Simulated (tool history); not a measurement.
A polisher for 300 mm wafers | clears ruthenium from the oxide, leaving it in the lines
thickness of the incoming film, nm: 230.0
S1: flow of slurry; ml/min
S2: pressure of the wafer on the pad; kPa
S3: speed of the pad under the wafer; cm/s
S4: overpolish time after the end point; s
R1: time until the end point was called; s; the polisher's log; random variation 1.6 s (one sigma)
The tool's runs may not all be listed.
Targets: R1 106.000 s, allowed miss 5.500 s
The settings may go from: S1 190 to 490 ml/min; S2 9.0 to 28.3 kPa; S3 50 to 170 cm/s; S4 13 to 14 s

| run | day | S1 | S2 | S3 | S4 | R1 |
|---|---|---|---|---|---|---|
| 1 | 0.000 | 315 | 18.6 | 110 | 13 | 147.110 |
| 2 | 0.112 | 315 | 18.6 | 110 | 14 | 149.730 |
| 3 | 0.200 | 315 | 20.0 | 110 | 14 | 136.520 |
| 4 | 0.342 | 270 | 20.0 | 110 | 14 | 138.730 |
| 5 | 0.704 | 270 | 20.7 | 110 | 14 | 137.110 |
| 6 | 1.079 | 235 | 20.7 | 110 | 14 | 134.270 |
| 7 | 1.262 | 235 | 21.4 | 110 | 14 | 130.790 |
| 8 | 1.296 | 235 | 22.1 | 110 | 14 | 126.800 |
| 9 | 1.354 | 235 | 22.8 | 110 | 14 | 124.950 |
| 10 | 1.621 | 235 | 23.4 | 110 | 14 | 120.880 |

Which of these 4 next moves meets every target?
| A | 1.888 | 255 | 26.2 | 124 | 14 | ? |
| B | 1.888 | 265 | 24.8 | 128 | 13 | ? |
| C | 1.888 | 235 | 24.1 | 122 | 13 | ? |
| D | 1.888 | 260 | 26.9 | 118 | 14 | ? |

| move | R1 |
|---|---|
| A | 92.610 |
| B | 94.352 |
| C | 102.710 |
| D | 94.588 |
A: takes the result that was furthest off past its target
B: takes the result that was furthest off past its target
C: meets every target
D: takes the result that was furthest off past its target
The right move is C.
